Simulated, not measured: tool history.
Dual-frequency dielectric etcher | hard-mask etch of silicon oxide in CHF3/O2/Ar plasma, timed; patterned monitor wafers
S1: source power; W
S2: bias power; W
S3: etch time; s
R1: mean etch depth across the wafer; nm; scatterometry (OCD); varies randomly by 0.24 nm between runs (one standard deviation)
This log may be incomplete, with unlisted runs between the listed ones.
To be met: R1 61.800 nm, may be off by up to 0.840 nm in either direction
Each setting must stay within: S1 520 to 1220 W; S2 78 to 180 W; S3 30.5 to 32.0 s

run 1 hour=0.0 | S1=870 S2=129 S3=30.5 | R1=70.482
run 2 hour=1.7 | S1=830 S2=128 S3=30.5 | R1=69.513
run 3 hour=10.3 | S1=830 S2=128 S3=32.0 | R1=73.095
run 4 hour=18.1 | S1=790 S2=126 S3=32.0 | R1=71.943
run 5 hour=23.8 | S1=760 S2=123 S3=32.0 | R1=69.571
run 6 hour=25.4 | S1=760 S2=123 S3=30.5 | R1=66.627
run 7 hour=27.2 | S1=740 S2=123 S3=30.5 | R1=66.165
run 8 hour=28.0 | S1=720 S2=123 S3=30.5 | R1=65.510
run 9 hour=32.6 | S1=700 S2=123 S3=30.5 | R1=64.943
run 10 hour=36.9 | S1=680 S2=123 S3=30.5 | R1=64.378
run 11 hour=44.7 | S1=680 S2=123 S3=30.5 | R1=64.271
run 12 hour=48.9 | S1=670 S2=123 S3=30.5 | R1=63.900
run 13 hour=50.4 | S1=660 S2=123 S3=30.5 | R1=64.071
run 14 hour=52.7 | S1=650 S2=123 S3=30.5 | R1=63.599
run 15 hour=53.4 | S1=640 S2=123 S3=30.5 | R1=63.495
run 16 hour=58.2 | S1=630 S2=123 S3=30.5 | R1=63.050
run 17 hour=65.9 | S1=620 S2=123 S3=30.5 | R1=63.290

Pick the move, out of 5, that brings all results within their allowed miss; only one does.
run A hour=73.6 | S1=620 S2=119 S3=32.0 | R1=?
run B hour=73.6 | S1=660 S2=126 S3=31.5 | R1=?
run C hour=73.6 | S1=570 S2=116 S3=31.5 | R1=?
run D hour=73.6 | S1=550 S2=142 S3=31.0 | R1=?
run E hour=73.6 | S1=590 S2=127 S3=32.0 | R1=?

move=A R1=64.932
move=B R1=66.682
move=C R1=61.807
move=D R1=66.015
move=E R1=65.995
A: its largest miss is bigger than the last run's
B: its largest miss is bigger than the last run's
C: all results in spec
D: its largest miss is bigger than the last run's
E: its largest miss is bigger than the last run's
C is the move that brings every result within its allowed miss.
